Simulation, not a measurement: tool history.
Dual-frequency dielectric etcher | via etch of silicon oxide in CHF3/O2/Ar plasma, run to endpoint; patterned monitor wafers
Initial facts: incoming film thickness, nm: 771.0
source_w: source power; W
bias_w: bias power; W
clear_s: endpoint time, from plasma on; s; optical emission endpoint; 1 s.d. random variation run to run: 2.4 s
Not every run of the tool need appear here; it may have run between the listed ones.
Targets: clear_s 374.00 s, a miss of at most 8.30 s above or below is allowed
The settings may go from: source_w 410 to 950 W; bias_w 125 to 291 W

Run 1, hour 0.0: source_w 680 W, bias_w 208 W. Result: clear_s 338.16 s.
Run 2, hour 1.5: source_w 730 W, bias_w 208 W. Result: clear_s 334.15 s.
Run 3, hour 9.6: source_w 620 W, bias_w 208 W. Result: clear_s 345.58 s.
Run 4, hour 17.8: source_w 620 W, bias_w 237 W. Result: clear_s 328.21 s.
Run 5, hour 23.3: source_w 600 W, bias_w 233 W. Result: clear_s 332.64 s.
Run 6, hour 25.5: source_w 700 W, bias_w 233 W. Result: clear_s 320.91 s.
Run 7, hour 27.1: source_w 680 W, bias_w 229 W. Result: clear_s 326.36 s.
Run 8, hour 30.9: source_w 660 W, bias_w 225 W. Result: clear_s 332.53 s.
Run 9, hour 36.2: source_w 640 W, bias_w 221 W. Result: clear_s 334.87 s.
Run 10, hour 44.9: source_w 630 W, bias_w 217 W. Result: clear_s 341.63 s.
Run 11, hour 48.5: source_w 620 W, bias_w 216 W. Result: clear_s 345.23 s.

Exactly one of the 5 candidate moves below puts every result within its allowed miss. Which one?
Run A, hour 52.1: source_w 510 W, bias_w 226 W. Result: clear_s ?.
Run B, hour 52.1: source_w 700 W, bias_w 186 W. Result: clear_s ?.
Run C, hour 52.1: source_w 530 W, bias_w 197 W. Result: clear_s ?.
Run D, hour 52.1: source_w 560 W, bias_w 223 W. Result: clear_s ?.
Run E, hour 52.1: source_w 570 W, bias_w 221 W. Result: clear_s ?.

move  clear_s
   A   356.90
   B   353.18
   C   373.96
   D   349.68
   E   349.25
A: gains on the last run, yet a result remains outside its allowed miss
B: gains on the last run, yet a result remains outside its allowed miss
C: in spec on every target
D: gains on the last run, yet a result remains outside its allowed miss
E: gains on the last run, yet a result remains outside its allowed miss
The right move is C.

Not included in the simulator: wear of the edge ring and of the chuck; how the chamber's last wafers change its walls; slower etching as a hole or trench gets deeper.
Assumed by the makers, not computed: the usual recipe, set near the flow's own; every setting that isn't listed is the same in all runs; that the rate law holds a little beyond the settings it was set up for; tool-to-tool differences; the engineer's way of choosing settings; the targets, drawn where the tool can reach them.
